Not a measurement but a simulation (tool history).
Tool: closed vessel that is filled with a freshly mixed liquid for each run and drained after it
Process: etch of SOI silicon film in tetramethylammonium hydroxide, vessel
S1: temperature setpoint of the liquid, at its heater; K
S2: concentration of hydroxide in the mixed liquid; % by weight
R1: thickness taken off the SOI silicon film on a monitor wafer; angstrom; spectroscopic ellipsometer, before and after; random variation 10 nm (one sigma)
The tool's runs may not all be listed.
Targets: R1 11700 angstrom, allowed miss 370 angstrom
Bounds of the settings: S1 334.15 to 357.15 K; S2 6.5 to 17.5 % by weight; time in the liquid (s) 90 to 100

{"run": 1, "hour": 0.0, "S1": 347.15, "S2": 12, "time in the liquid (s)": 90, "R1": 7299.7}
{"run": 2, "hour": 0.6, "S1": 344.65, "S2": 12, "time in the liquid (s)": 90, "R1": 6253.4}
{"run": 3, "hour": 4.4, "S1": 347.15, "S2": 12, "time in the liquid (s)": 90, "R1": 7192.9}
{"run": 4, "hour": 6.2, "S1": 352.65, "S2": 12, "time in the liquid (s)": 90, "R1": 9952.3}
{"run": 5, "hour": 7.5, "S1": 352.65, "S2": 13, "time in the liquid (s)": 90, "R1": 9549}
{"run": 6, "hour": 9.9, "S1": 352.65, "S2": 11.5, "time in the liquid (s)": 90, "R1": 9905.3}
{"hour": 14.0, "done": "thermometer replaced"}
{"run": 7, "hour": 14.0, "S1": 356.15, "S2": 11.5, "time in the liquid (s)": 90, "R1": 13031}
{"run": 8, "hour": 22.4, "S1": 355.65, "S2": 11.5, "time in the liquid (s)": 90, "R1": 12526}
{"run": 9, "hour": 29.7, "S1": 355.65, "S2": 11.5, "time in the liquid (s)": 90, "R1": 12590}
{"run": 10, "hour": 34.9, "S1": 355.15, "S2": 11.5, "time in the liquid (s)": 90, "R1": 12285}

Which of these 4 next moves meets every target?
{"run": "A", "hour": 40.1, "S1": 354.65, "S2": 13.5, "time in the liquid (s)": 95, "R1": "?"}
{"run": "B", "hour": 40.1, "S1": 353.65, "S2": 10.5, "time in the liquid (s)": 100, "R1": "?"}
{"run": "C", "hour": 40.1, "S1": 356.65, "S2": 13, "time in the liquid (s)": 95, "R1": "?"}
{"run": "D", "hour": 40.1, "S1": 354.15, "S2": 9.5, "time in the liquid (s)": 95, "R1": "?"}

move=A R1=11841
move=B R1=13057
move=C R1=13444
move=D R1=13230
A: meets every target
B: further off than the last run
C: further off than the last run
D: further off than the last run
The right move is A.

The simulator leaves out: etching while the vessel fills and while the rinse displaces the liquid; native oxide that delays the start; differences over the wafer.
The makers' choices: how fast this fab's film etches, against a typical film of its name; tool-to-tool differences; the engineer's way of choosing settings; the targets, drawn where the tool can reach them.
